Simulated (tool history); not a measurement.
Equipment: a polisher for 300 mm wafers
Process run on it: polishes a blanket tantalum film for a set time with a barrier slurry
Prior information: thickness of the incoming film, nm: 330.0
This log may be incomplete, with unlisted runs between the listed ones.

run,day,flow of slurry (ml/min),pressure of the wafer on the pad (kPa),speed of the pad under the wafer (cm/s),abrasive content of the slurry,polishing time (s),film removed (angstrom)
1,0,170,9.7,108,1,60,711.7
2,0.196,170,9.7,108,1,60,697.36
3,0.367,135,9.7,108,1,60,671.97
4,0.425,135,9.7,108,1,60,677.63
5,0.721,135,9.7,108,1.2,60,701.39
6,1.021,135,9.7,108,1.2,54,638
7,1.25,135,8.3,104,1.2,54,534.96

Run 8 comes next. What will it give?
8,1.496,135,7.6,102,1.2,54,?

{"run 8": {"film removed (angstrom)": 504.05}}
